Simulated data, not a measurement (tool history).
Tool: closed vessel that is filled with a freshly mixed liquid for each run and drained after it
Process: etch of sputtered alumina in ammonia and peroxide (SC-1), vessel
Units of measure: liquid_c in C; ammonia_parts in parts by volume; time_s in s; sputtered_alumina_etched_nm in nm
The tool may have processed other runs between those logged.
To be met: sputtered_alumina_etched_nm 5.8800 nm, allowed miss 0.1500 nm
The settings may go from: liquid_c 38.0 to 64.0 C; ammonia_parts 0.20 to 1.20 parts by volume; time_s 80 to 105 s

{"run": 1, "hour": 0.0, "liquid_c": 48.0, "ammonia_parts": 1.0, "time_s": 105, "sputtered_alumina_etched_nm": 5.0866}
{"run": 2, "hour": 2.2, "liquid_c": 48.5, "ammonia_parts": 1.0, "time_s": 105, "sputtered_alumina_etched_nm": 5.3053}
{"run": 3, "hour": 4.6, "liquid_c": 49.0, "ammonia_parts": 1.0, "time_s": 105, "sputtered_alumina_etched_nm": 5.4106}
{"run": 4, "hour": 12.3, "liquid_c": 51.5, "ammonia_parts": 1.0, "time_s": 105, "sputtered_alumina_etched_nm": 6.2658}
{"run": 5, "hour": 20.7, "liquid_c": 55.5, "ammonia_parts": 1.0, "time_s": 105, "sputtered_alumina_etched_nm": 7.7898}
{"run": 6, "hour": 28.5, "liquid_c": 54.5, "ammonia_parts": 1.0, "time_s": 105, "sputtered_alumina_etched_nm": 7.3868}
{"run": 7, "hour": 35.5, "liquid_c": 53.5, "ammonia_parts": 1.0, "time_s": 105, "sputtered_alumina_etched_nm": 7.0919}
{"run": 8, "hour": 39.5, "liquid_c": 53.0, "ammonia_parts": 1.0, "time_s": 105, "sputtered_alumina_etched_nm": 6.8221}

Below are 4 possible settings for the next run. Only one of them brings all results inside the allowed miss of their targets. Which is it?
{"run": "A", "hour": 43.5, "liquid_c": 55.0, "ammonia_parts": 1.2, "time_s": 105, "sputtered_alumina_etched_nm": "?"}
{"run": "B", "hour": 43.5, "liquid_c": 55.0, "ammonia_parts": 0.9, "time_s": 105, "sputtered_alumina_etched_nm": "?"}
{"run": "C", "hour": 43.5, "liquid_c": 51.5, "ammonia_parts": 0.75, "time_s": 100, "sputtered_alumina_etched_nm": "?"}
{"run": "D", "hour": 43.5, "liquid_c": 54.0, "ammonia_parts": 1.2, "time_s": 105, "sputtered_alumina_etched_nm": "?"}

move=A sputtered_alumina_etched_nm=7.7924
move=B sputtered_alumina_etched_nm=7.5821
move=C sputtered_alumina_etched_nm=5.8796
move=D sputtered_alumina_etched_nm=7.3881
A: the biggest miss grows against the last run
B: the biggest miss grows against the last run
C: every result lands within tolerance
D: the biggest miss grows against the last run
Answer: C
